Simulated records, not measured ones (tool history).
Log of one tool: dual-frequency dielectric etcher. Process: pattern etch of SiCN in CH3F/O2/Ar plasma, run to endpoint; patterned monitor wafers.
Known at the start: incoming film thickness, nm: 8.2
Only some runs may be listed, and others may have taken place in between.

| run | hour | source power (W) | bias power (W) | endpoint time (s) |
|---|---|---|---|---|
| 1 | 0 | 410 | 98 | 22.738 |
| 2 | 4.2 | 410 | 84 | 24.305 |
| 3 | 10.5 | 360 | 84 | 24.925 |
| 4 | 14.6 | 320 | 84 | 26.281 |
| 5 | 18.6 | 320 | 71 | 28.028 |
| 6 | 21.6 | 320 | 60 | 29.624 |
| 7 | 25.4 | 400 | 79 | 25.015 |
| 8 | 30.2 | 420 | 83 | 24.276 |
| 9 | 38.6 | 430 | 87 | 23.609 |

The next listed run, before its measurement:
| 10 | 42.6 | 440 | 90 | ? |

{"run 10": {"endpoint time (s)": 22.942}}
